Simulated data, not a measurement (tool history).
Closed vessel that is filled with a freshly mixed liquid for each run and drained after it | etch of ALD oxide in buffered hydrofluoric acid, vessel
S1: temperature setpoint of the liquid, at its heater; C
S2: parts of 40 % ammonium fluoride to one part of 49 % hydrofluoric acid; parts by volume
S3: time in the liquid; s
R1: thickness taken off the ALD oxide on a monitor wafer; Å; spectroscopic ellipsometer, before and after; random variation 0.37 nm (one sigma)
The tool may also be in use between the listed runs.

run 1 hour=0 | S1=22 S2=18.5 S3=30 | R1=465.98
run 2 hour=5.2 | S1=23 S2=18.5 S3=30 | R1=489.09
run 3 hour=6.3 | S1=23 S2=14.5 S3=30 | R1=625.1
run 4 hour=13 | S1=23.5 S2=14.5 S3=30 | R1=641.91
run 5 hour=16.4 | S1=23.5 S2=10 S3=30 | R1=930.55
run 6 hour=20.1 | S1=23 S2=10 S3=30 | R1=904.81
run 7 hour=26.5 | S1=23 S2=10 S3=30 | R1=892.76

The next listed run, before its measurement:
run 8 hour=32.6 | S1=22.5 S2=10 S3=30 | R1=?

R1: 883.52 Å

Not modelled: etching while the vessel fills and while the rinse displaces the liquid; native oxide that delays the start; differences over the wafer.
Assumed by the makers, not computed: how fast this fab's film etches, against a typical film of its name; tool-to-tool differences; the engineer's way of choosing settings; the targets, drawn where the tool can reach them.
